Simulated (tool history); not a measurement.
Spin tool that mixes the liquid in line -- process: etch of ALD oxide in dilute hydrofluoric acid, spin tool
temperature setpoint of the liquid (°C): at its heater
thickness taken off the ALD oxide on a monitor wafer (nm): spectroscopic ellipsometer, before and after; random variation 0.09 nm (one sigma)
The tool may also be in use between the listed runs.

run,hour,temperature setpoint of the liquid (°C),parts of water to one part of 49 % hydrofluoric acid (parts by volume),time under the liquid (s),thickness taken off the ALD oxide on a monitor wafer (nm)
1,0,25,185,260,19.334
2,6.7,25,125,260,30.684
3,12.9,25,90,260,44.623
4,15.8,23.5,105,260,35.029
5,19.1,22.5,120,260,29.501
6,23,22.5,170,260,19.495
7,26.7,21.5,170,260,18.793
8,30.2,21,175,260,17.653
9,37.1,20.5,175,260,17.509
10,45.3,20,175,260,17.09
11,46.7,19.5,175,260,16.789
12,53.5,19,175,260,16.464

What will run 13 give?
13,55.7,18.5,175,260,?

thickness taken off the ALD oxide on a monitor wafer (nm): 16.154
